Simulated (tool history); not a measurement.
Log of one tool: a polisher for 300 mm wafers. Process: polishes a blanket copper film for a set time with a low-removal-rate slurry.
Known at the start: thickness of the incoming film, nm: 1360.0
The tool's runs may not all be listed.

| run | hour | flow of slurry (ml/min) | pressure of the wafer on the pad (kPa) | speed of the pad under the wafer (cm/s) | abrasive content of the slurry | polishing time (s) | film removed (Å) |
|---|---|---|---|---|---|---|---|
| 1 | 0 | 175 | 21.4 | 120 | 1 | 33 | 1415 |
| 2 | 8.6 | 180 | 22.1 | 120 | 1 | 33 | 1451.4 |
| 3 | 12.3 | 180 | 25.5 | 120 | 1 | 33 | 1655.1 |
| 4 | 15.9 | 180 | 25.5 | 120 | 1 | 29 | 1443.4 |
| 5 | 22.5 | 180 | 25.5 | 120 | 1 | 29 | 1461.5 |
| 6 | 24.6 | 180 | 29 | 120 | 1 | 29 | 1656.8 |
| 7 | 29.1 | 185 | 29.6 | 120 | 1 | 29 | 1652.1 |

The next listed run, before its measurement:
| 8 | 32.1 | 185 | 30.3 | 120 | 1 | 29 | ? |

film removed (Å): 1725.5
